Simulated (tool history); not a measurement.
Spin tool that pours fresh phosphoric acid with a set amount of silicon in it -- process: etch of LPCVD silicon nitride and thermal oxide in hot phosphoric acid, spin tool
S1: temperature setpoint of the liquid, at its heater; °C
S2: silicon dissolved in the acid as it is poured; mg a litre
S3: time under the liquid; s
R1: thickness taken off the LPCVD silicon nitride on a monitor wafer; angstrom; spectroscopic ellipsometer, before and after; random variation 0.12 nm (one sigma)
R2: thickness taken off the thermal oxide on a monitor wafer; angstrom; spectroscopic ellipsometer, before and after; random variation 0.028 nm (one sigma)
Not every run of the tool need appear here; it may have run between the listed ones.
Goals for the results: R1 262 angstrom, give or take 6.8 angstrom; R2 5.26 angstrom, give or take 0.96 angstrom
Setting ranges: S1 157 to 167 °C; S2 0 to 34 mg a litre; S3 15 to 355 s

run 1 hour=0 | S1=162 S2=15 S3=180 | R1=153.35 R2=4.2906
run 2 hour=7.9 | S1=162 S2=15 S3=240 | R1=204.97 R2=5.6393
run 3 hour=15.3 | S1=162.5 S2=17 S3=245 | R1=214.11 R2=6.2258
run 4 hour=22.2 | S1=163 S2=17 S3=245 | R1=218.23 R2=6.249
run 5 hour=28.2 | S1=163 S2=17 S3=210 | R1=186.64 R2=4.9346
run 6 hour=33.3 | S1=164 S2=17 S3=210 | R1=193.04 R2=5.726
run 7 hour=42.1 | S1=164 S2=19 S3=215 | R1=198.17 R2=5.3244
run 8 hour=47.1 | S1=164.5 S2=20.5 S3=220 | R1=206.31 R2=5.5823
run 9 hour=49.1 | S1=164.5 S2=22 S3=225 | R1=209.47 R2=5.7973
run 10 hour=57.2 | S1=164.5 S2=23.5 S3=230 | R1=212.92 R2=5.2347
run 11 hour=65.8 | S1=164.5 S2=24.5 S3=235 | R1=218.84 R2=5.026

Which single option among these 5 for the next run brings every result within its allowed miss of target? Just one does.
run A hour=74.4 | S1=164.5 S2=30.5 S3=255 | R1=? R2=?
run B hour=74.4 | S1=164 S2=34 S3=315 | R1=? R2=?
run C hour=74.4 | S1=162.5 S2=26.5 S3=280 | R1=? R2=?
run D hour=74.4 | S1=164 S2=30 S3=260 | R1=? R2=?
run E hour=74.4 | S1=163.5 S2=29 S3=290 | R1=? R2=?

move=A R1=237.14 R2=4.9868
move=B R1=288.15 R2=5.0918
move=C R1=243.73 R2=5.5054
move=D R1=237.84 R2=5.0033
move=E R1=260.94 R2=5.5962
A: better than the last run, though not everything is in spec
B: carries the result that was furthest off beyond its target, to the other side
C: better than the last run, though not everything is in spec
D: better than the last run, though not everything is in spec
E: each result inside its tolerance
Answer: E

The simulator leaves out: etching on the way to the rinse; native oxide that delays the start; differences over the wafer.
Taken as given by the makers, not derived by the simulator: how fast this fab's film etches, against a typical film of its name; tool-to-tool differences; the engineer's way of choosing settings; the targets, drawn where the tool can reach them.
